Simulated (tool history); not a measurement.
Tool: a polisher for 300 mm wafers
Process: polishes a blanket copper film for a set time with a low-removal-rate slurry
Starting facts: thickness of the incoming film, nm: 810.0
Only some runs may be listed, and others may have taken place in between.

run	hour	flow of slurry (ml/min)	pressure of the wafer on the pad (kPa)	speed of the pad under the wafer (cm/s)	abrasive content of the slurry	polishing time (s)	film removed (angstrom)
1	0.0	185	14.5	86	1.0	113	2030.70
2	3.2	180	12.4	78	1.0	113	1591.00
3	8.1	180	9.0	78	1.0	113	1197.60
4	13.5	200	9.0	78	1.0	113	1197.10
5	16.8	200	8.3	72	1.0	113	1037.30
6	24.7	200	6.9	72	1.0	113	873.96

Run 7 comes next. What will it give?
7	29.4	175	6.9	64	1.0	113	?

Run 7 came out at film removed (angstrom) 761.26.
